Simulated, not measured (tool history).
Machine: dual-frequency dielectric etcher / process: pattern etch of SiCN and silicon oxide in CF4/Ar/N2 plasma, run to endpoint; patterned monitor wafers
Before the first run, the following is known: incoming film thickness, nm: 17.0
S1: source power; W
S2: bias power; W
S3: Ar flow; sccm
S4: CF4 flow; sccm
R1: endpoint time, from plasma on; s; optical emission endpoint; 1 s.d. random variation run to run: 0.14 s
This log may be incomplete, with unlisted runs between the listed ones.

run	hour	S1	S2	S3	S4	R1
1	0.0	310	93	111	83	24.336
2	6.5	290	92	111	83	26.146
3	12.5	290	92	111	75	26.930
4	15.8	260	92	111	75	30.118
5	22.6	260	92	94	75	29.721
6	29.1	280	92	94	75	27.230
7	37.9	270	92	94	75	28.467

Estimate the outcome of run 8 from the log above:
8	44.1	260	92	94	75	?

R1: 29.713 s
